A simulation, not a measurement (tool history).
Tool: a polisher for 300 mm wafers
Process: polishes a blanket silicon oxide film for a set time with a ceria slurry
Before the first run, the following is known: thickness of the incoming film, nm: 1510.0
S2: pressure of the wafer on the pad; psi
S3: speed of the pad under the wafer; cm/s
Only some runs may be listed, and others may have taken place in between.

{"run": 1, "hour": 0.0, "flow of slurry (ml/min)": 225, "S2": 2.2, "S3": 94, "polishing time (s)": 55, "film removed (nm)": 138.32}
{"run": 2, "hour": 4.8, "flow of slurry (ml/min)": 275, "S2": 2.2, "S3": 94, "polishing time (s)": 55, "film removed (nm)": 142.14}
{"run": 3, "hour": 7.7, "flow of slurry (ml/min)": 275, "S2": 2.2, "S3": 94, "polishing time (s)": 55, "film removed (nm)": 143.49}
{"run": 4, "hour": 12.6, "flow of slurry (ml/min)": 265, "S2": 2.1, "S3": 94, "polishing time (s)": 55, "film removed (nm)": 136.37}
{"run": 5, "hour": 19.8, "flow of slurry (ml/min)": 255, "S2": 2.0, "S3": 94, "polishing time (s)": 55, "film removed (nm)": 129.27}
{"run": 6, "hour": 23.4, "flow of slurry (ml/min)": 250, "S2": 1.9, "S3": 94, "polishing time (s)": 55, "film removed (nm)": 123.14}
{"run": 7, "hour": 25.3, "flow of slurry (ml/min)": 215, "S2": 1.3, "S3": 94, "polishing time (s)": 55, "film removed (nm)": 84.262}
{"run": 8, "hour": 33.3, "flow of slurry (ml/min)": 225, "S2": 1.3, "S3": 94, "polishing time (s)": 55, "film removed (nm)": 84.589}
{"run": 9, "hour": 34.5, "flow of slurry (ml/min)": 235, "S2": 1.3, "S3": 94, "polishing time (s)": 55, "film removed (nm)": 85.98}
{"run": 10, "hour": 38.4, "flow of slurry (ml/min)": 240, "S2": 1.3, "S3": 94, "polishing time (s)": 55, "film removed (nm)": 84.851}
{"hour": 41.7, "done": "worn pad replaced by a new one"}
{"run": 11, "hour": 41.7, "flow of slurry (ml/min)": 245, "S2": 1.3, "S3": 94, "polishing time (s)": 55, "film removed (nm)": 95.689}
{"run": 12, "hour": 47.9, "flow of slurry (ml/min)": 235, "S2": 1.3, "S3": 94, "polishing time (s)": 55, "film removed (nm)": 95.256}
{"run": 13, "hour": 50.8, "flow of slurry (ml/min)": 230, "S2": 1.3, "S3": 94, "polishing time (s)": 55, "film removed (nm)": 93.082}
{"run": 14, "hour": 55.2, "flow of slurry (ml/min)": 225, "S2": 1.3, "S3": 94, "polishing time (s)": 55, "film removed (nm)": 94.733}

The next listed run, before its measurement:
{"run": 15, "hour": 61.4, "flow of slurry (ml/min)": 225, "S2": 1.2, "S3": 94, "polishing time (s)": 55, "film removed (nm)": "?"}

film removed (nm): 86.836

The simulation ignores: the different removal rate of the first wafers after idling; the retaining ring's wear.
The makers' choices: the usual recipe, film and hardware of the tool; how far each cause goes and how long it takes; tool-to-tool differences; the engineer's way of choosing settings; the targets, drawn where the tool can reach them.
